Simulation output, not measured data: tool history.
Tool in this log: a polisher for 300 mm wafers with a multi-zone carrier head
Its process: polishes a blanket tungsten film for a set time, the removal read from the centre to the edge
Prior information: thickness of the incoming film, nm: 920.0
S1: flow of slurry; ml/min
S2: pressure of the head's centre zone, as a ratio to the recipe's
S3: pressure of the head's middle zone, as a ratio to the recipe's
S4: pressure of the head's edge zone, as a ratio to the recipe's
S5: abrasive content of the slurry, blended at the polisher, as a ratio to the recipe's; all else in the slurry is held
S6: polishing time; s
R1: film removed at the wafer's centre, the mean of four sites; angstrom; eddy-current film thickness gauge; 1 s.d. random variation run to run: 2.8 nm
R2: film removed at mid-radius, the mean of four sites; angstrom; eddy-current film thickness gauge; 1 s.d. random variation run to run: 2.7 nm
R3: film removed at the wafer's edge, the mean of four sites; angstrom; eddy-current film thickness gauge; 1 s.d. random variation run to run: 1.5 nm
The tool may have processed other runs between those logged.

{"run": 1, "day": 0.0, "S1": 295, "S2": 1, "S3": 1, "S4": 1, "S5": 1, "S6": 46, "R1": 1488.5, "R2": 1549.7, "R3": 1534.1}
{"run": 2, "day": 0.329, "S1": 255, "S2": 1, "S3": 1, "S4": 1, "S5": 1, "S6": 46, "R1": 1430.2, "R2": 1483.9, "R3": 1512.1}
{"run": 3, "day": 0.479, "S1": 255, "S2": 1, "S3": 1, "S4": 0.94, "S5": 1, "S6": 46, "R1": 1457.3, "R2": 1512.2, "R3": 1466.5}
{"run": 4, "day": 0.808, "S1": 255, "S2": 1, "S3": 1, "S4": 0.94, "S5": 0.8, "S6": 46, "R1": 1377.9, "R2": 1384.6, "R3": 1387.9}
{"run": 5, "day": 1.133, "S1": 255, "S2": 1, "S3": 1, "S4": 0.94, "S5": 0.7, "S6": 46, "R1": 1322.4, "R2": 1358, "R3": 1327.1}
{"run": 6, "day": 1.458, "S1": 270, "S2": 1.04, "S3": 1, "S4": 0.99, "S5": 0.95, "S6": 48, "R1": 1542.5, "R2": 1532.2, "R3": 1552.5}
{"run": 7, "day": 1.517, "S1": 295, "S2": 1.08, "S3": 1, "S4": 1.02, "S5": 1.1, "S6": 49, "R1": 1771.3, "R2": 1657.9, "R3": 1700}

For run 8, what comes out?
{"run": 8, "day": 1.642, "S1": 295, "S2": 1.08, "S3": 1, "S4": 1.02, "S5": 1.1, "S6": 49, "R1": "?", "R2": "?", "R3": "?"}

R1: 1755.2 angstrom
R2: 1685 angstrom
R3: 1684.6 angstrom
